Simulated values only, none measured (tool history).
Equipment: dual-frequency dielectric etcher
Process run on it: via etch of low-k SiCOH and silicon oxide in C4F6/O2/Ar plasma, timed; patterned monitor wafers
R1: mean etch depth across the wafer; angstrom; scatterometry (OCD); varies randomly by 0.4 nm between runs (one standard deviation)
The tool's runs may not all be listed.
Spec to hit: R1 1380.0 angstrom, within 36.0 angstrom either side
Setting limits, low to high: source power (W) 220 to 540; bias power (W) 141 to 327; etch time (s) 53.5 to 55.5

run 1 hour=0.0 | source_power_(W)=380 bias_power_(W)=234 etch_time_(s)=53.5 | R1=1529.8
run 2 hour=3.8 | source_power_(W)=360 bias_power_(W)=230 etch_time_(s)=53.5 | R1=1485.3
run 3 hour=12.6 | source_power_(W)=360 bias_power_(W)=256 etch_time_(s)=53.5 | R1=1542.0
run 4 hour=21.3 | source_power_(W)=340 bias_power_(W)=252 etch_time_(s)=53.5 | R1=1492.3
run 5 hour=28.3 | source_power_(W)=340 bias_power_(W)=275 etch_time_(s)=53.5 | R1=1531.7
run 6 hour=36.2 | source_power_(W)=320 bias_power_(W)=271 etch_time_(s)=53.5 | R1=1490.6
run 7 hour=40.5 | source_power_(W)=310 bias_power_(W)=268 etch_time_(s)=53.5 | R1=1463.0
run 8 hour=42.0 | source_power_(W)=260 bias_power_(W)=259 etch_time_(s)=53.5 | R1=1336.7
run 9 hour=46.5 | source_power_(W)=260 bias_power_(W)=260 etch_time_(s)=53.5 | R1=1335.5

Of the 4 settings listed for the next run, only one would bring every result within its allowed miss of target. Which one?
run A hour=51.0 | source_power_(W)=250 bias_power_(W)=227 etch_time_(s)=54.0 | R1=?
run B hour=51.0 | source_power_(W)=270 bias_power_(W)=255 etch_time_(s)=54.5 | R1=?
run C hour=51.0 | source_power_(W)=240 bias_power_(W)=242 etch_time_(s)=53.5 | R1=?
run D hour=51.0 | source_power_(W)=260 bias_power_(W)=230 etch_time_(s)=54.5 | R1=?

move=A R1=1269.4
move=B R1=1382.6
move=C R1=1262.0
move=D R1=1310.6
A: its largest miss is bigger than the last run's
B: meets every target
C: its largest miss is bigger than the last run's
D: its largest miss is bigger than the last run's
B is the move that brings every result within its allowed miss.
